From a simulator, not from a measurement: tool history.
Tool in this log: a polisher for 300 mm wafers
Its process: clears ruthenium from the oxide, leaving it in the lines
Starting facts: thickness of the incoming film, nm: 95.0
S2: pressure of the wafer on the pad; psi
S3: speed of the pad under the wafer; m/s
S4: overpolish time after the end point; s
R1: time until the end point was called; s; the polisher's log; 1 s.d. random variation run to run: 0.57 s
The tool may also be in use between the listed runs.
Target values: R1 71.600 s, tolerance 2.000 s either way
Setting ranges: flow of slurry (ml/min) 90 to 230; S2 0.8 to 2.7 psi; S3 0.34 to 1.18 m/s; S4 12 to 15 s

Run 1, hour 0.0: flow of slurry (ml/min) 150, S2 1.7 psi, S3 0.76 m/s, S4 15 s. Result: R1 143.450 s.
Run 2, hour 4.3: flow of slurry (ml/min) 115, S2 1.7 psi, S3 0.76 m/s, S4 15 s. Result: R1 150.170 s.
Run 3, hour 5.6: flow of slurry (ml/min) 95, S2 1.7 psi, S3 0.76 m/s, S4 15 s. Result: R1 161.250 s.
Run 4, hour 13.2: flow of slurry (ml/min) 95, S2 1.9 psi, S3 0.76 m/s, S4 15 s. Result: R1 143.630 s.
Run 5, hour 20.7: flow of slurry (ml/min) 95, S2 1.5 psi, S3 0.76 m/s, S4 15 s. Result: R1 182.190 s.
Run 6, hour 27.5: flow of slurry (ml/min) 90, S2 1.5 psi, S3 0.76 m/s, S4 15 s. Result: R1 185.480 s.
Run 7, hour 30.9: flow of slurry (ml/min) 120, S2 1.8 psi, S3 0.76 m/s, S4 15 s. Result: R1 141.620 s.
Run 8, hour 36.9: flow of slurry (ml/min) 140, S2 2.0 psi, S3 0.76 m/s, S4 15 s. Result: R1 124.220 s.
Run 9, hour 44.2: flow of slurry (ml/min) 155, S2 2.2 psi, S3 0.76 m/s, S4 15 s. Result: R1 110.770 s.
Run 10, hour 49.8: flow of slurry (ml/min) 160, S2 2.7 psi, S3 0.90 m/s, S4 15 s. Result: R1 76.457 s.
Run 11, hour 57.5: flow of slurry (ml/min) 165, S2 2.7 psi, S3 0.90 m/s, S4 15 s. Result: R1 76.691 s.
Run 12, hour 65.5: flow of slurry (ml/min) 170, S2 2.7 psi, S3 0.90 m/s, S4 15 s. Result: R1 75.588 s.
Run 13, hour 66.1: flow of slurry (ml/min) 170, S2 2.7 psi, S3 0.90 m/s, S4 15 s. Result: R1 75.799 s.
Run 14, hour 72.9: flow of slurry (ml/min) 175, S2 2.7 psi, S3 0.90 m/s, S4 15 s. Result: R1 75.097 s.

Consider the 4 candidate settings below. Which is the only one whose results all fall within their allowed miss of target?
Run A, hour 79.7: flow of slurry (ml/min) 165, S2 2.7 psi, S3 1.02 m/s, S4 13 s. Result: R1 ?.
Run B, hour 79.7: flow of slurry (ml/min) 190, S2 2.7 psi, S3 1.00 m/s, S4 12 s. Result: R1 ?.
Run C, hour 79.7: flow of slurry (ml/min) 170, S2 2.7 psi, S3 0.94 m/s, S4 12 s. Result: R1 ?.
Run D, hour 79.7: flow of slurry (ml/min) 165, S2 2.4 psi, S3 1.00 m/s, S4 15 s. Result: R1 ?.

move      R1
   A  67.305
   B  67.094
   C  72.526
   D  77.013
A: takes the biggest miss from the last run beyond its target
B: takes the biggest miss from the last run beyond its target
C: every result within its allowed miss
D: further off than the last run
Correct choice: C, which meets every target
